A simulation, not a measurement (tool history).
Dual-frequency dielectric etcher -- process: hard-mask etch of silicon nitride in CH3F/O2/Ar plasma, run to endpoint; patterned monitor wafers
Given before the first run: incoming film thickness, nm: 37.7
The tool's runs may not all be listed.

Run 1, hour 0: source power (W) 440, bias power (W) 85. Result: endpoint time (s) 50.875.
Run 2, hour 5.8: source power (W) 480, bias power (W) 85. Result: endpoint time (s) 49.429.
Run 3, hour 9: source power (W) 480, bias power (W) 91. Result: endpoint time (s) 48.554.
Run 4, hour 13.4: source power (W) 460, bias power (W) 90. Result: endpoint time (s) 48.783.
At hour 16: wet clean of the chamber.
Run 5, hour 16: source power (W) 540, bias power (W) 90. Result: endpoint time (s) 44.274.
Run 6, hour 17.5: source power (W) 540, bias power (W) 79. Result: endpoint time (s) 46.936.
Run 7, hour 24: source power (W) 520, bias power (W) 78. Result: endpoint time (s) 47.131.

Run 8 has not been measured yet. What should we expect?
Run 8, hour 31.8: source power (W) 500, bias power (W) 77. Result: endpoint time (s) ?.

{"run 8": {"endpoint time (s)": 47.999}}
